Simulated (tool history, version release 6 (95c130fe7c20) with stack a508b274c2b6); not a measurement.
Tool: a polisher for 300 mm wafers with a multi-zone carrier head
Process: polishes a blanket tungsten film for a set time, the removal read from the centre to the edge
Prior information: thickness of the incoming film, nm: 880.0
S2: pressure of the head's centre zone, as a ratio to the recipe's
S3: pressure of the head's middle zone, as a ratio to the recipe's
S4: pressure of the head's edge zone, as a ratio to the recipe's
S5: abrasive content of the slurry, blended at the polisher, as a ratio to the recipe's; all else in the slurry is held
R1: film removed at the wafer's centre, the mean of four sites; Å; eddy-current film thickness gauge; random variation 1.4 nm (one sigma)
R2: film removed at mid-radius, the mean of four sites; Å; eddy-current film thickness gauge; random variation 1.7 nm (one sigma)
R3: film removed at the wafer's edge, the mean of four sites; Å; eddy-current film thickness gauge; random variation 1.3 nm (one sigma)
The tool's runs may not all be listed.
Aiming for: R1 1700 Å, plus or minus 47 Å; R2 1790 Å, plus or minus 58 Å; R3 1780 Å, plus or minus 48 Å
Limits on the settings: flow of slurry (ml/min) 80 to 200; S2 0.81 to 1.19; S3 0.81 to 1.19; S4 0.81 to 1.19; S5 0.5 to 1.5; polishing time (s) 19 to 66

Run 1, hour 0: flow of slurry (ml/min) 130, S2 1, S3 1, S4 1, S5 1, polishing time (s) 42. Result: R1 2033.3 Å, R2 2010 Å, R3 1985.4 Å.
Run 2, hour 8.8: flow of slurry (ml/min) 130, S2 1, S3 1.05, S4 1, S5 1, polishing time (s) 42. Result: R1 2029 Å, R2 2096.8 Å, R3 1966 Å.
Run 3, hour 11.9: flow of slurry (ml/min) 120, S2 0.98, S3 1.03, S4 0.98, S5 0.95, polishing time (s) 42. Result: R1 1891.2 Å, R2 2035.5 Å, R3 1951.6 Å.
Run 4, hour 13.5: flow of slurry (ml/min) 115, S2 0.99, S3 1.01, S4 0.96, S5 0.9, polishing time (s) 42. Result: R1 1903.2 Å, R2 1921.7 Å, R3 1885.8 Å.
Run 5, hour 19: flow of slurry (ml/min) 105, S2 0.98, S3 1.01, S4 0.94, S5 0.9, polishing time (s) 42. Result: R1 1879.2 Å, R2 1902.3 Å, R3 1824.4 Å.
Run 6, hour 27.2: flow of slurry (ml/min) 100, S2 0.96, S3 1, S4 0.94, S5 0.9, polishing time (s) 42. Result: R1 1777.7 Å, R2 1851.6 Å, R3 1844 Å.
Run 7, hour 34.2: flow of slurry (ml/min) 95, S2 0.96, S3 1, S4 0.93, S5 0.9, polishing time (s) 42. Result: R1 1771.7 Å, R2 1859.6 Å, R3 1820 Å.
Run 8, hour 38.1: flow of slurry (ml/min) 90, S2 0.96, S3 1, S4 0.93, S5 0.9, polishing time (s) 42. Result: R1 1744.4 Å, R2 1805.2 Å, R3 1802.9 Å.

Consider the 4 candidate settings below. Which is the only one whose results all fall within their allowed miss of target?
Run A, hour 42: flow of slurry (ml/min) 110, S2 0.92, S3 0.97, S4 0.94, S5 0.95, polishing time (s) 40. Result: R1 ?, R2 ?, R3 ?.
Run B, hour 42: flow of slurry (ml/min) 135, S2 0.99, S3 1.04, S4 1.01, S5 1.15, polishing time (s) 36. Result: R1 ?, R2 ?, R3 ?.
Run C, hour 42: flow of slurry (ml/min) 85, S2 0.89, S3 0.96, S4 0.93, S5 1.15, polishing time (s) 42. Result: R1 ?, R2 ?, R3 ?.
Run D, hour 42: flow of slurry (ml/min) 90, S2 0.95, S3 0.97, S4 0.98, S5 0.9, polishing time (s) 43. Result: R1 ?, R2 ?, R3 ?.

move      R1      R2      R3
   A  1705.3  1802.4  1774.8
   B  1796.3  1858.5  1765.1
   C    1697    1854  1863.2
   D  1787.3  1839.9    1872
A: each result inside its tolerance
B: further off than the last run
C: corrects the largest miss of the last run, while another result sits out of spec
D: further off than the last run
Move A is the one to make.

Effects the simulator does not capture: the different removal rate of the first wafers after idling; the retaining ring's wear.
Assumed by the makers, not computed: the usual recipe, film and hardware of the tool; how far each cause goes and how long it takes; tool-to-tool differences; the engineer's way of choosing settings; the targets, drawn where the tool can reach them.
